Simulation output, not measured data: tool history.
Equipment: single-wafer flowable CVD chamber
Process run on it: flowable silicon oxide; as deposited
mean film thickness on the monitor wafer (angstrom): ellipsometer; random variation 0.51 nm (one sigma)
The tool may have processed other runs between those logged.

run,day,heater temperature setpoint (°C),chamber pressure (mTorr),RF power (kW),deposition time (s),mean film thickness on the monitor wafer (angstrom)
1,0.000,105,758,2.390,769,3710.0
2,0.379,105,758,2.725,769,3809.7
3,0.604,113,758,2.725,769,2865.5
4,0.958,115,758,2.725,769,2681.6
5,1.338,115,758,2.725,769,2699.7
6,1.700,117,758,2.725,769,2510.2
7,1.979,117,758,2.725,769,2519.9
8,2.029,119,758,2.725,769,2349.5
9,2.067,120,758,2.725,769,2284.7

What does the tool deliver on the next run?
10,2.438,121,758,2.725,769,?

mean film thickness on the monitor wafer (angstrom): 2222.4
